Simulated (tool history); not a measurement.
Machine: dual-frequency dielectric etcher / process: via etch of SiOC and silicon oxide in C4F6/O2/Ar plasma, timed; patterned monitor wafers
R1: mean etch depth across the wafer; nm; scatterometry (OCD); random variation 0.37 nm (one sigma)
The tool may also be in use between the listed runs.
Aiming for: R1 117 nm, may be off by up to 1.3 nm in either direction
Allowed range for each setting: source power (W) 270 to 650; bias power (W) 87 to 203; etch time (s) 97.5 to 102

Run 1, hour 0: source power (W) 460, bias power (W) 145, etch time (s) 97.5. Result: R1 104.59 nm.
Run 2, hour 1.5: source power (W) 460, bias power (W) 145, etch time (s) 97.5. Result: R1 105.24 nm.
Run 3, hour 8.5: source power (W) 400, bias power (W) 145, etch time (s) 97.5. Result: R1 101.21 nm.
Run 4, hour 11.8: source power (W) 400, bias power (W) 145, etch time (s) 97.5. Result: R1 100.58 nm.
Run 5, hour 19.5: source power (W) 400, bias power (W) 145, etch time (s) 97.5. Result: R1 101.3 nm.
Run 6, hour 27.6: source power (W) 420, bias power (W) 146, etch time (s) 97.5. Result: R1 102.67 nm.
Run 7, hour 31.7: source power (W) 440, bias power (W) 147, etch time (s) 97.5. Result: R1 104.56 nm.
Run 8, hour 38.7: source power (W) 460, bias power (W) 147, etch time (s) 97.5. Result: R1 106.18 nm.
Run 9, hour 41.3: source power (W) 470, bias power (W) 147, etch time (s) 97.5. Result: R1 106.28 nm.
Run 10, hour 41.9: source power (W) 480, bias power (W) 147, etch time (s) 97.5. Result: R1 107.46 nm.
Run 11, hour 43.4: source power (W) 490, bias power (W) 147, etch time (s) 97.5. Result: R1 108.34 nm.
Run 12, hour 45.4: source power (W) 590, bias power (W) 149, etch time (s) 97.5. Result: R1 115.35 nm.

Which one of the following 4 next-run settings gets every result inside its allowed miss? There is exactly one.
Run A, hour 47.4: source power (W) 620, bias power (W) 122, etch time (s) 99.5. Result: R1 ?.
Run B, hour 47.4: source power (W) 560, bias power (W) 142, etch time (s) 99. Result: R1 ?.
Run C, hour 47.4: source power (W) 550, bias power (W) 144, etch time (s) 98. Result: R1 ?.
Run D, hour 47.4: source power (W) 500, bias power (W) 172, etch time (s) 99. Result: R1 ?.

move      R1
   A   112.3
   B  113.74
   C  112.48
   D  117.28
A: lands further from the targets than the last run did
B: lands further from the targets than the last run did
C: lands further from the targets than the last run did
D: hits every target within its allowed miss
Go with D: it meets all targets.
